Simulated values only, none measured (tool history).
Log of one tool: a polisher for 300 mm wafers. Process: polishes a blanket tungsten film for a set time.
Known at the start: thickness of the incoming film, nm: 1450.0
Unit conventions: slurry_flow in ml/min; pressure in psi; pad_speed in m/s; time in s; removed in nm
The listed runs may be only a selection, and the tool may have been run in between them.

run 1 hour=0.0 | slurry_flow=230 pressure=2.8 pad_speed=1.08 slurry_solids=1.0 time=20 | removed=57.494
run 2 hour=7.2 | slurry_flow=235 pressure=3.2 pad_speed=1.08 slurry_solids=1.0 time=20 | removed=65.040
run 3 hour=12.3 | slurry_flow=235 pressure=3.5 pad_speed=1.08 slurry_solids=1.0 time=20 | removed=70.760
run 4 hour=20.5 | slurry_flow=235 pressure=3.5 pad_speed=1.08 slurry_solids=0.9 time=20 | removed=69.620
run 5 hour=26.7 | slurry_flow=235 pressure=3.5 pad_speed=1.08 slurry_solids=0.7 time=20 | removed=64.849
run 6 hour=33.0 | slurry_flow=235 pressure=3.5 pad_speed=1.28 slurry_solids=0.7 time=20 | removed=76.602
run 7 hour=40.6 | slurry_flow=235 pressure=3.7 pad_speed=1.28 slurry_solids=0.7 time=20 | removed=79.251

Run 8 is up next; what results do you expect?
run 8 hour=44.5 | slurry_flow=240 pressure=3.8 pad_speed=1.28 slurry_solids=0.7 time=20 | removed=?

removed: 82.772 nm

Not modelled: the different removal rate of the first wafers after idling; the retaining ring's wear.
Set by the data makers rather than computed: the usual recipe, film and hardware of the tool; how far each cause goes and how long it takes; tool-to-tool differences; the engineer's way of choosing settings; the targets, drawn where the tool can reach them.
